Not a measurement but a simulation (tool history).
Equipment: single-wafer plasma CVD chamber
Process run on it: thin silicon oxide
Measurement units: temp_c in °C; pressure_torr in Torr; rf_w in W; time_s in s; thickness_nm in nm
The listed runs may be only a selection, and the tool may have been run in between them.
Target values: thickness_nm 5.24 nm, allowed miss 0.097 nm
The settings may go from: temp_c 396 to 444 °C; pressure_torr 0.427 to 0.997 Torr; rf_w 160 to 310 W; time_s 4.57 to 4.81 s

run  hour  temp_c  pressure_torr  rf_w  time_s  thickness_nm
  1     0     420          0.712   235    4.81         6.604
  2   2.3     427          0.712   235    4.81        6.5758
  3   6.9     427          0.712   235    4.57        6.2281
  4  10.5     427          0.677   235    4.57        5.9409
  5  13.3     427          0.786   235    4.57        6.8583
  6  16.1     427          0.786   235    4.81        7.1858
  7  22.2     427          0.716   235    4.81        6.6086
  8  28.1     427          0.663   235    4.81        6.1271
  9  31.3     427          0.628   235    4.81        5.7715
 10  32.9     427          0.609   235    4.81        5.6332
 11  35.7     427          0.594   235    4.81        5.4554
 12  43.1     427          0.586   235    4.81        5.3971
 13  44.7     427           0.58   235    4.81        5.3586

Pick the move, out of 4, that brings all results within their allowed miss; only one does.
  A  46.3     431          0.593   245    4.81             ?
  B  46.3     429          0.609   230    4.57             ?
  C  46.3     434          0.578   250    4.78             ?
  D  46.3     432           0.61   225    4.81             ?

move  thickness_nm
   A        5.5755
   B        5.2973
   C        5.4377
   D        5.5173
A: the biggest miss grows against the last run
B: each result inside its tolerance
C: the biggest miss grows against the last run
D: the biggest miss grows against the last run
The right move is B.
